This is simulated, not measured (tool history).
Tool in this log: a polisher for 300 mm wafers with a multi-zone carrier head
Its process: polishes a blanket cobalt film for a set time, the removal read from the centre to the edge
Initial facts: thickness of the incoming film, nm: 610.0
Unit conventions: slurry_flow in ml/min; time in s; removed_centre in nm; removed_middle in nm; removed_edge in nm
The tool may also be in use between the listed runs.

{"run": 1, "hour": 0.0, "slurry_flow": 280, "centre_zone": 1.0, "middle_zone": 1.0, "edge_zone": 1.0, "time": 32, "removed_centre": 217.31, "removed_middle": 213.21, "removed_edge": 212.52}
{"run": 2, "hour": 2.2, "slurry_flow": 280, "centre_zone": 1.0, "middle_zone": 1.0, "edge_zone": 1.0, "time": 35, "removed_centre": 228.07, "removed_middle": 236.96, "removed_edge": 232.87}
{"run": 3, "hour": 10.8, "slurry_flow": 280, "centre_zone": 1.0, "middle_zone": 1.0, "edge_zone": 1.03, "time": 35, "removed_centre": 235.93, "removed_middle": 236.2, "removed_edge": 235.22}
{"run": 4, "hour": 15.4, "slurry_flow": 280, "centre_zone": 1.0, "middle_zone": 1.0, "edge_zone": 0.96, "time": 35, "removed_centre": 234.43, "removed_middle": 236.94, "removed_edge": 229.46}
{"run": 5, "hour": 24.0, "slurry_flow": 255, "centre_zone": 0.94, "middle_zone": 1.04, "edge_zone": 0.99, "time": 30, "removed_centre": 184.72, "removed_middle": 204.13, "removed_edge": 194.89}
{"run": 6, "hour": 28.0, "slurry_flow": 295, "centre_zone": 0.94, "middle_zone": 1.04, "edge_zone": 0.99, "time": 30, "removed_centre": 189.67, "removed_middle": 209.27, "removed_edge": 198.38}
{"run": 7, "hour": 29.7, "slurry_flow": 265, "centre_zone": 0.9, "middle_zone": 1.05, "edge_zone": 0.99, "time": 27, "removed_centre": 161.76, "removed_middle": 183.66, "removed_edge": 175.62}
{"run": 8, "hour": 31.2, "slurry_flow": 215, "centre_zone": 0.81, "middle_zone": 1.14, "edge_zone": 1.02, "time": 19, "removed_centre": 99.312, "removed_middle": 136.72, "removed_edge": 123.77}
{"run": 9, "hour": 35.2, "slurry_flow": 245, "centre_zone": 0.82, "middle_zone": 1.13, "edge_zone": 1.03, "time": 19, "removed_centre": 103.22, "removed_middle": 140.49, "removed_edge": 127.14}

Estimate the outcome of run 10 from the log above:
{"run": 10, "hour": 40.5, "slurry_flow": 265, "centre_zone": 0.83, "middle_zone": 1.12, "edge_zone": 1.04, "time": 19, "removed_centre": "?", "removed_middle": "?", "removed_edge": "?"}

removed_centre: 104.690 nm
removed_middle: 140.54 nm
removed_edge: 126.53 nm
